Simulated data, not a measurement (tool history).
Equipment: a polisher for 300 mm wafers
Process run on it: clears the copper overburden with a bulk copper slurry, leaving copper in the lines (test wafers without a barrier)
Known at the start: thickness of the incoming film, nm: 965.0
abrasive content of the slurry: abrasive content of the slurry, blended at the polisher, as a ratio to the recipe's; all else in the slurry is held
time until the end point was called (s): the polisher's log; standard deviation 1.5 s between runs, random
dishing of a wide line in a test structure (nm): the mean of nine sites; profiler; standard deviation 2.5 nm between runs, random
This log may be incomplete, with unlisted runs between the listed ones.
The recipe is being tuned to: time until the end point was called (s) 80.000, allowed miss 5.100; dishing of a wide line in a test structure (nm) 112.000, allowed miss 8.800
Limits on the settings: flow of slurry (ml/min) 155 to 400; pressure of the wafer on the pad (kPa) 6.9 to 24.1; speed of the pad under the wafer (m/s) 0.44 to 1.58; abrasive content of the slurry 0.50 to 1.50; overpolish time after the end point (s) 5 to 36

run,day,flow of slurry (ml/min),pressure of the wafer on the pad (kPa),speed of the pad under the wafer (m/s),abrasive content of the slurry,overpolish time after the end point (s),time until the end point was called (s),dishing of a wide line in a test structure (nm)
1,0.000,255,15.2,1.00,1.00,18,116.190,96.126
2,0.142,255,15.2,0.82,1.00,18,142.240,83.609
3,0.508,255,15.2,0.82,0.80,18,147.510,81.010
4,0.650,255,17.2,0.84,0.80,17,130.860,85.298
5,0.783,255,18.6,0.88,0.80,16,118.900,89.426
6,0.883,255,18.6,0.88,0.95,16,114.090,90.790
7,1.054,255,20.0,0.90,0.95,16,109.810,96.322
8,1.429,255,20.7,0.94,0.95,15,100.200,96.214
9,1.688,255,21.4,0.96,0.95,15,91.490,98.407
10,1.846,255,22.1,0.96,0.95,15,92.847,105.080
11,2.162,255,22.8,0.98,0.95,15,87.085,100.950

Consider the 4 candidate settings below. Which is the only one whose results all fall within their allowed miss of target?
A,2.479,160,24.1,1.14,0.65,15,?,?
B,2.479,250,24.1,0.90,0.85,17,?,?
C,2.479,295,21.4,1.00,0.95,19,?,?
D,2.479,285,20.7,1.06,0.95,13,?,?

move,time until the end point was called (s),dishing of a wide line in a test structure (nm)
A,82.516,107.970
B,94.201,107.460
C,90.183,116.400
D,87.628,92.605
A: all results land within tolerance of their targets
B: its largest miss is bigger than the last run's
C: its largest miss is bigger than the last run's
D: its largest miss is bigger than the last run's
Correct choice: A, which meets every target
